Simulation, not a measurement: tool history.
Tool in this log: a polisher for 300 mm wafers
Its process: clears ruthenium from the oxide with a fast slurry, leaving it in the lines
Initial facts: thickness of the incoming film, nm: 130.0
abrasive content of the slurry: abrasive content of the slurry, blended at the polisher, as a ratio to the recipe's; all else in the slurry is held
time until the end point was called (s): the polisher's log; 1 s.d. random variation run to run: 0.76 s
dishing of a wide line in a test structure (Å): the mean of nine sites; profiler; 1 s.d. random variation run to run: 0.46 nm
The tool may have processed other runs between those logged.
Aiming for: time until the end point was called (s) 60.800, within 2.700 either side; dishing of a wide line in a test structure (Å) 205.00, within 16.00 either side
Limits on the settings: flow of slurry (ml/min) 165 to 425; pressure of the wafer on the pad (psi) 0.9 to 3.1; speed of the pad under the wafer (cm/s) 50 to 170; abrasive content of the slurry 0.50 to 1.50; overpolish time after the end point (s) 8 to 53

run,hour,flow of slurry (ml/min),pressure of the wafer on the pad (psi),speed of the pad under the wafer (cm/s),abrasive content of the slurry,overpolish time after the end point (s),time until the end point was called (s),dishing of a wide line in a test structure (Å)
1,0.0,275,2.0,110,1.00,27,37.397,608.57
2,1.2,275,1.9,110,1.00,25,39.465,584.93
3,5.5,275,1.9,110,1.00,18,38.944,449.82
4,13.9,275,1.8,106,1.00,17,42.373,404.39
5,20.1,275,1.6,106,1.00,17,46.603,380.93
6,27.5,275,1.5,106,1.05,16,47.686,357.34
7,30.3,275,1.4,104,1.10,15,49.173,316.31
8,33.8,275,1.3,104,1.10,14,52.809,289.63
9,36.2,275,0.9,114,1.10,8,64.172,150.08
10,43.3,275,0.9,112,1.10,8,65.685,145.97
11,50.8,275,0.9,110,1.10,8,66.730,137.89
12,57.1,275,0.9,108,1.10,8,68.521,139.09
13,58.8,275,1.0,104,1.15,10,61.909,182.90
14,64.6,275,1.0,102,1.15,11,65.864,194.16

Which single option among these 4 for the next run brings every result within its allowed miss of target? Just one does.
A,70.4,260,1.0,86,1.15,13,?,?
B,70.4,265,1.0,110,1.15,13,?,?
C,70.4,270,1.6,92,1.00,10,?,?
D,70.4,260,1.1,98,1.25,11,?,?

move,time until the end point was called (s),dishing of a wide line in a test structure (Å)
A,77.027,194.54
B,60.617,240.55
C,54.029,211.27
D,60.460,208.07
A: lands further from the targets than the last run did
B: gets the furthest-off result to its target, but another result is out of tolerance
C: moves the result that the last run missed by most past its target, out the other side
D: meets every target
Move D is the one to make.

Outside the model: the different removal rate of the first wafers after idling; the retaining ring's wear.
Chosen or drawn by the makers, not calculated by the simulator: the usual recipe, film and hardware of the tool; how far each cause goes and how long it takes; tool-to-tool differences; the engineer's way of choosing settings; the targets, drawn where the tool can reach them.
